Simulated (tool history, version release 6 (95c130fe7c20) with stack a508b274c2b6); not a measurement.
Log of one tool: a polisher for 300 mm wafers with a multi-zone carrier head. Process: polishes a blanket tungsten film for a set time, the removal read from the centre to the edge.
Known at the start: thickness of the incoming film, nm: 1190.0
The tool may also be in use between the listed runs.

run,hour,flow of slurry (ml/min),pressure of the head's centre zone,pressure of the head's middle zone,pressure of the head's edge zone,abrasive content of the slurry,polishing time (s),film removed at the wafer's centre (nm),film removed at mid-radius (nm),film removed at the wafer's edge (nm)
1,0,315,1,1,1,1,90,291.05,301.03,287.86
2,7.6,315,0.93,1,1,1,90,271.51,298.45,289.18
3,13.8,315,0.93,0.93,1,1,90,273.48,283.67,284.12
4,14.4,305,0.94,0.93,1.04,1.1,94,300.16,302.14,316.48
5,17.5,300,0.95,0.96,1.07,1.2,95,311.4,321.94,330.06
6,22.6,300,0.95,1.03,1.07,1.2,95,311.84,346.16,333.76

Run 7 comes next. What will it give?
7,24.1,300,0.95,1.01,1.1,1.25,97,?,?,?

film removed at the wafer's centre (nm): 322.3
film removed at mid-radius (nm): 346.6
film removed at the wafer's edge (nm): 343.17

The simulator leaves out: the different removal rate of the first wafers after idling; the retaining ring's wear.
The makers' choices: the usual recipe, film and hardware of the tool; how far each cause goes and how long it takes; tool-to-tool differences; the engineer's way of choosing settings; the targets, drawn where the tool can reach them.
